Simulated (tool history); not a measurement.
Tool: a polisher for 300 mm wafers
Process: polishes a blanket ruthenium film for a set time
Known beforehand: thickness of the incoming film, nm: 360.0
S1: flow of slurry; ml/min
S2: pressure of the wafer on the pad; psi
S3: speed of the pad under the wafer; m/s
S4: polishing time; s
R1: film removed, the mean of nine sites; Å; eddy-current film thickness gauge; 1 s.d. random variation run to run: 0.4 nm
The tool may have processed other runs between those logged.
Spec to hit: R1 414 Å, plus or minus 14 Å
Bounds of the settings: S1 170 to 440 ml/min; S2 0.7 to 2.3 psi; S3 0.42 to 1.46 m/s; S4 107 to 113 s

| run | hour | S1 | S2 | S3 | S4 | R1 |
|---|---|---|---|---|---|---|
| 1 | 0 | 280 | 1.5 | 0.94 | 107 | 682.29 |
| 2 | 1.7 | 340 | 1.5 | 0.94 | 107 | 697.7 |
| 3 | 4 | 340 | 1.2 | 0.94 | 107 | 601.68 |
| 4 | 7.1 | 365 | 1.2 | 0.94 | 107 | 610.86 |
| 5 | 15.2 | 350 | 1 | 0.9 | 107 | 522.5 |
| 6 | 17.7 | 350 | 1 | 0.9 | 113 | 549.14 |
| 7 | 22.7 | 335 | 0.9 | 0.88 | 113 | 513.43 |
| 8 | 27.2 | 330 | 0.8 | 0.84 | 113 | 456.22 |

Next run, 4 choices. One meets every target within its allowed miss, the rest don't. Which?
| A | 31.7 | 325 | 0.9 | 0.76 | 107 | ? |
| B | 31.7 | 395 | 1 | 0.8 | 113 | ? |
| C | 31.7 | 315 | 0.9 | 0.9 | 107 | ? |
| D | 31.7 | 225 | 0.7 | 0.84 | 107 | ? |

| move | R1 |
|---|---|
| A | 414.67 |
| B | 493.73 |
| C | 486.88 |
| D | 389 |
A: each result inside its tolerance
B: further off than the last run
C: further off than the last run
D: takes the result that was furthest off past its target
Answer: A
